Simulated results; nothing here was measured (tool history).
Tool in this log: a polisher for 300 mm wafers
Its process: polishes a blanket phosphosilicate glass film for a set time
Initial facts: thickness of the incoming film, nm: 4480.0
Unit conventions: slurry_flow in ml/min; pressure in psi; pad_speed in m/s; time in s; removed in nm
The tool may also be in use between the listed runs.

run,day,slurry_flow,pressure,pad_speed,slurry_solids,time,removed
1,0,225,3.9,1.2,1,87,928.71
2,0.354,225,4.5,1.2,1,87,1049.7
3,0.708,225,4.3,1.2,1,87,1022.7
4,0.975,225,4.1,1.2,1,87,979.83
5,1.104,200,4.1,1.2,1,87,979.95
6,1.175,175,4.1,1.2,1,87,957.02
7,1.288,175,4,1.2,1,87,943.56
8,1.571,175,3.9,1.2,1,87,922.96
9,1.733,175,3.8,1.2,1,87,907.61
10,1.896,175,3.7,1.2,1,87,866.47

Run 11 has not been measured yet. What should we expect?
11,2.267,175,3.6,1.2,1,87,?

removed: 862.63 nm
